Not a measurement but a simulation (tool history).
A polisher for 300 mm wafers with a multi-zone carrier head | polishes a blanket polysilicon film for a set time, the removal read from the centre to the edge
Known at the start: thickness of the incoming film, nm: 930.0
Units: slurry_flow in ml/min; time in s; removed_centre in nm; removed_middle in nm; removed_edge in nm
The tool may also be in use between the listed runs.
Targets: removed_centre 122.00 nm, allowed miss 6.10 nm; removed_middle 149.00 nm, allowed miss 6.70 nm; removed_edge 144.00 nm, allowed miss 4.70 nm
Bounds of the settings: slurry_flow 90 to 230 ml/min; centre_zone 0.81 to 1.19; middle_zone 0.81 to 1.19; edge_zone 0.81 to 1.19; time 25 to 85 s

run,hour,slurry_flow,centre_zone,middle_zone,edge_zone,time,removed_centre,removed_middle,removed_edge
1,0.0,150,1.00,1.00,1.00,55,261.52,272.62,267.63
2,1.8,150,1.00,1.00,1.04,55,267.16,265.86,271.82
3,4.4,150,0.95,1.00,1.04,55,256.47,272.26,266.30
4,6.9,150,0.98,1.00,1.04,55,263.37,266.75,272.71
5,8.3,145,0.96,0.99,1.03,52,237.28,246.18,256.08
6,13.1,140,0.96,1.00,1.01,49,223.54,240.30,236.24
7,14.4,135,0.95,0.99,1.00,46,207.62,224.44,214.77
8,18.5,95,0.85,0.93,1.08,31,117.01,128.04,144.58
9,19.9,95,0.85,0.94,1.07,31,115.31,130.96,147.07
10,20.5,135,0.94,1.04,0.97,28,125.90,139.05,131.54
11,23.6,135,0.93,1.04,0.98,28,125.19,139.71,132.13
12,26.2,135,0.92,1.04,0.99,28,121.01,141.69,132.14
13,31.8,135,0.92,1.04,1.00,28,124.07,137.12,131.95
14,38.1,135,0.92,1.04,1.00,28,122.16,134.97,132.46
15,44.6,135,0.91,1.04,1.00,28,123.09,141.82,133.67
16,47.6,135,0.91,1.04,1.00,28,126.17,136.81,132.51
17,49.6,130,0.91,1.03,0.99,28,120.69,135.61,133.69
18,54.2,130,0.90,1.03,0.99,28,117.44,133.53,133.36
19,57.2,130,0.90,1.04,0.99,28,121.17,138.22,132.12
20,58.2,130,0.89,1.04,0.99,28,119.15,135.81,132.19
21,66.8,130,0.88,1.05,0.99,28,120.24,137.41,133.21
22,75.5,125,0.87,1.05,0.99,28,112.54,139.51,132.79
23,76.2,125,0.87,1.05,0.99,28,115.12,137.91,133.37

5 next moves are on the table. One of them brings every result within its allowed miss. Which?
A,76.9,105,0.86,0.92,1.03,31,?,?,?
B,76.9,150,0.95,1.15,0.89,27,?,?,?
C,76.9,90,0.86,1.05,0.96,33,?,?,?
D,76.9,130,0.84,1.02,1.04,28,?,?,?
E,76.9,100,0.92,1.08,1.00,28,?,?,?

move,removed_centre,removed_middle,removed_edge
A,123.13,130.36,146.83
B,126.70,147.83,125.39
C,125.33,149.07,146.84
D,115.32,134.66,137.54
E,115.90,133.16,129.38
A: brings the result that was furthest off to its target, and leaves another outside
B: further off than the last run
C: meets every target
D: nearer than the last run, and not there yet
E: further off than the last run
Answer: C

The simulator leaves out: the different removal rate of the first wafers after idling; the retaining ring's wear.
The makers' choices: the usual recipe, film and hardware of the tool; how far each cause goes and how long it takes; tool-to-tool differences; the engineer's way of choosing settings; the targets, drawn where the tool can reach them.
